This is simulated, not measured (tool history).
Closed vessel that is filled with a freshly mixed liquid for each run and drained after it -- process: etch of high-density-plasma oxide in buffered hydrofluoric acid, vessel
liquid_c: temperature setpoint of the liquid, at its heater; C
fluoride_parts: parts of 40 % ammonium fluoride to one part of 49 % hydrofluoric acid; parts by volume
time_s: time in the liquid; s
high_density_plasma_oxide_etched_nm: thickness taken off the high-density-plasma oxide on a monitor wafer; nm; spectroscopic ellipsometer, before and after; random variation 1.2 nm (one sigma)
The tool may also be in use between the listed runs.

run,day,liquid_c,fluoride_parts,time_s,high_density_plasma_oxide_etched_nm
1,0,25,17,100,72.009
2,0.2,26.5,16,100,82.878
3,0.454,28,15.5,100,91.01
4,0.596,29,15,100,100.05
5,0.921,29.5,14.5,100,108.04
6,1.138,29.5,14.5,105,112.27

The next listed run, before its measurement:
7,1.438,30,14.5,105,?

{"run 7": {"high_density_plasma_oxide_etched_nm": 115.06}}
